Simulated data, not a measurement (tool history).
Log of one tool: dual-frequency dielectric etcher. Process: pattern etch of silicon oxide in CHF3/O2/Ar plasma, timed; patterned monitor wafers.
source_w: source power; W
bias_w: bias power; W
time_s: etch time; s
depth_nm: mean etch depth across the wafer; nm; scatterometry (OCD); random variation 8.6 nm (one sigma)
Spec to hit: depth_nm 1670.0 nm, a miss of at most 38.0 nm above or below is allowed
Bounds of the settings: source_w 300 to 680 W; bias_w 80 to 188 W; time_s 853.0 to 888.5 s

| run | day | source_w | bias_w | time_s | depth_nm |
|---|---|---|---|---|---|
| 1 | 0.000 | 490 | 134 | 853.0 | 1401.9 |
| 2 | 0.221 | 490 | 120 | 853.0 | 1337.5 |
| 3 | 0.408 | 580 | 120 | 853.0 | 1462.1 |
| 4 | 0.579 | 580 | 120 | 853.0 | 1479.5 |
| 5 | 0.662 | 580 | 120 | 888.5 | 1528.6 |
| 6 | 0.925 | 590 | 121 | 888.5 | 1522.9 |
| 7 | 1.271 | 600 | 123 | 888.5 | 1555.5 |
| 8 | 1.321 | 610 | 124 | 888.5 | 1567.5 |
| 9 | 1.617 | 620 | 125 | 888.5 | 1586.9 |
| 10 | 1.846 | 630 | 126 | 888.5 | 1610.9 |
| 11 | 1.954 | 640 | 126 | 888.5 | 1626.9 |

Exactly one of the 4 candidate moves below puts every result within its allowed miss. Which one?
| A | 2.062 | 480 | 172 | 856.0 | ? |
| B | 2.062 | 660 | 137 | 869.0 | ? |
| C | 2.062 | 620 | 126 | 888.5 | ? |
| D | 2.062 | 670 | 121 | 862.0 | ? |

| move | depth_nm |
|---|---|
| A | 1526.7 |
| B | 1663.7 |
| C | 1596.9 |
| D | 1585.1 |
A: moves away from the targets compared with the last run
B: all results in spec
C: moves away from the targets compared with the last run
D: moves away from the targets compared with the last run
The move that meets every target is B.
